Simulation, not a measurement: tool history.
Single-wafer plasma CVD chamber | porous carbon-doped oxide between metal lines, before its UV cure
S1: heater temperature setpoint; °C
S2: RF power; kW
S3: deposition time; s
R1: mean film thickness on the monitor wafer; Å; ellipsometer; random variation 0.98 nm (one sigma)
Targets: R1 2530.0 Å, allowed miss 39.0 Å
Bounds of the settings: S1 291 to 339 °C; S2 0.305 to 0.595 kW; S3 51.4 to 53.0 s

run	hour	S1	S2	S3	R1
1	0.0	315	0.450	51.4	2124.5
2	8.6	313	0.455	51.4	2161.2
3	13.0	321	0.455	51.4	2061.9
4	19.6	318	0.460	51.4	2100.5
5	22.7	318	0.460	51.4	2112.7
6	25.7	318	0.460	51.4	2091.3
7	34.0	318	0.460	51.4	2114.0
8	38.9	306	0.505	51.5	2370.7

4 next moves are on the table. One of them brings every result within its allowed miss. Which?
A	43.8	304	0.535	51.4	?
B	43.8	306	0.530	52.2	?
C	43.8	301	0.535	52.3	?
D	43.8	291	0.495	52.0	?

move	R1
A	2447.8
B	2444.0
C	2538.4
D	2612.1
A: nearer than the last run, and not there yet
B: nearer than the last run, and not there yet
C: meets every target
D: takes the result that was furthest off past its target
The right move is C.
